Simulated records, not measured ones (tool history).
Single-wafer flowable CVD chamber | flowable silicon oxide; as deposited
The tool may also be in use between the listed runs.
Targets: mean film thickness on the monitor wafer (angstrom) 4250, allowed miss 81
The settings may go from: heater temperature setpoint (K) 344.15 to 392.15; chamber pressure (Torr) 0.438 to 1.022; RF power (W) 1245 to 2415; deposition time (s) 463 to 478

run	day	heater temperature setpoint (K)	chamber pressure (Torr)	RF power (W)	deposition time (s)	mean film thickness on the monitor wafer (angstrom)
1	0	368.15	0.73	1830	463	2699.5
2	0.333	372.15	0.73	1830	463	2408.1
3	0.621	372.15	0.73	1930	463	2435.3
4	0.95	369.15	0.73	1930	463	2657.2
5	1.112	366.15	0.73	1930	463	2906.3
6	1.279	366.15	0.73	1930	463	2890.2
7	1.546	363.15	0.73	1930	463	3161.7
8	1.883	361.15	0.73	1930	463	3337.1

4 next moves are on the table. One of them brings every result within its allowed miss. Which?
A	2.221	359.15	0.842	1705	478	?
B	2.221	356.15	0.747	1890	475	?
C	2.221	353.15	0.73	2035	475	?
D	2.221	356.15	0.747	2300	471	?

move	mean film thickness on the monitor wafer (angstrom)
A	4077.8
B	3978
C	4269.2
D	4072.3
A: nearer than the last run, and not there yet
B: nearer than the last run, and not there yet
C: meets every target
D: nearer than the last run, and not there yet
The right move is C.

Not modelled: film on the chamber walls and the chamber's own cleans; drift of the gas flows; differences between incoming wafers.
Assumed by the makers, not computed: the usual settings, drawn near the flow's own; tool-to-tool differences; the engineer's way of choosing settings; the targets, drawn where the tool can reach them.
